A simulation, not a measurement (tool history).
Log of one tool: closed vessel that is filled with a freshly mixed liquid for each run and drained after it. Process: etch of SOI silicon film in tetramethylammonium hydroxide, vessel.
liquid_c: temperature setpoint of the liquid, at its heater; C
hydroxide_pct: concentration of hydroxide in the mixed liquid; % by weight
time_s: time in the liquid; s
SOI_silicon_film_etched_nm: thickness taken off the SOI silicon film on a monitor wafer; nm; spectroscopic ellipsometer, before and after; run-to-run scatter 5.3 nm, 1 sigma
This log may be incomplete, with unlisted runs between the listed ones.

Run 1, day 0: liquid_c 67 C, hydroxide_pct 16 % by weight, time_s 90 s. Result: SOI_silicon_film_etched_nm 449.04 nm.
Run 2, day 0.333: liquid_c 64 C, hydroxide_pct 16 % by weight, time_s 90 s. Result: SOI_silicon_film_etched_nm 381.22 nm.
Run 3, day 0.404: liquid_c 65.5 C, hydroxide_pct 16 % by weight, time_s 90 s. Result: SOI_silicon_film_etched_nm 409.58 nm.
Run 4, day 0.488: liquid_c 66.5 C, hydroxide_pct 16 % by weight, time_s 90 s. Result: SOI_silicon_film_etched_nm 435.52 nm.
Run 5, day 0.808: liquid_c 61 C, hydroxide_pct 16 % by weight, time_s 90 s. Result: SOI_silicon_film_etched_nm 313.18 nm.
Run 6, day 1.025: liquid_c 63 C, hydroxide_pct 16 % by weight, time_s 90 s. Result: SOI_silicon_film_etched_nm 351.76 nm.
Run 7, day 1.108: liquid_c 64.5 C, hydroxide_pct 16 % by weight, time_s 90 s. Result: SOI_silicon_film_etched_nm 390.47 nm.
Run 8, day 1.229: liquid_c 64.5 C, hydroxide_pct 16 % by weight, time_s 90 s. Result: SOI_silicon_film_etched_nm 384.98 nm.
Run 9, day 1.346: liquid_c 66 C, hydroxide_pct 16 % by weight, time_s 90 s. Result: SOI_silicon_film_etched_nm 424.32 nm.
Run 10, day 1.425: liquid_c 67 C, hydroxide_pct 16 % by weight, time_s 90 s. Result: SOI_silicon_film_etched_nm 455.93 nm.
Run 11, day 1.683: liquid_c 68 C, hydroxide_pct 16 % by weight, time_s 90 s. Result: SOI_silicon_film_etched_nm 472.78 nm.
Run 12, day 1.917: liquid_c 69 C, hydroxide_pct 16 % by weight, time_s 90 s. Result: SOI_silicon_film_etched_nm 499.22 nm.

Run 13, settings as shown, results not yet in. Your forecast:
Run 13, day 2.183: liquid_c 69.5 C, hydroxide_pct 16 % by weight, time_s 90 s. Result: SOI_silicon_film_etched_nm ?.

{"run 13": {"SOI_silicon_film_etched_nm": 516.93}}
